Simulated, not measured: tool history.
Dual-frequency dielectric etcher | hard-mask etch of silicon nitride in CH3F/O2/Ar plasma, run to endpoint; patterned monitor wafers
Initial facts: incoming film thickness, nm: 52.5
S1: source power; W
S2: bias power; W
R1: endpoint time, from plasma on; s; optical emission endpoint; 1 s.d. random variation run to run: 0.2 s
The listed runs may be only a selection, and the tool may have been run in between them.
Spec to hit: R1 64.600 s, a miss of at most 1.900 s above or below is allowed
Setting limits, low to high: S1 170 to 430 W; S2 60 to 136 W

| run | day | S1 | S2 | R1 |
|---|---|---|---|---|
| 1 | 0.000 | 300 | 98 | 77.814 |
| 2 | 0.242 | 330 | 103 | 73.437 |
| 3 | 0.400 | 330 | 87 | 79.754 |
| 4 | 0.458 | 360 | 94 | 74.255 |
| 5 | 0.654 | 400 | 94 | 71.926 |
| 6 | 0.746 | 410 | 99 | 69.511 |
| 7 | 0.946 | 420 | 103 | 67.908 |
| 8 | 1.133 | 420 | 106 | 66.520 |

Below are 4 possible settings for the next run. Only one of them brings all results inside the allowed miss of their targets. Which is it?
| A | 1.321 | 430 | 110 | ? |
| B | 1.321 | 420 | 94 | ? |
| C | 1.321 | 390 | 102 | ? |
| D | 1.321 | 400 | 107 | ? |

| move | R1 |
|---|---|
| A | 65.198 |
| B | 70.582 |
| C | 69.740 |
| D | 67.656 |
A: every result within its allowed miss
B: lands further from the targets than the last run did
C: lands further from the targets than the last run did
D: lands further from the targets than the last run did
Move A is the one to make.
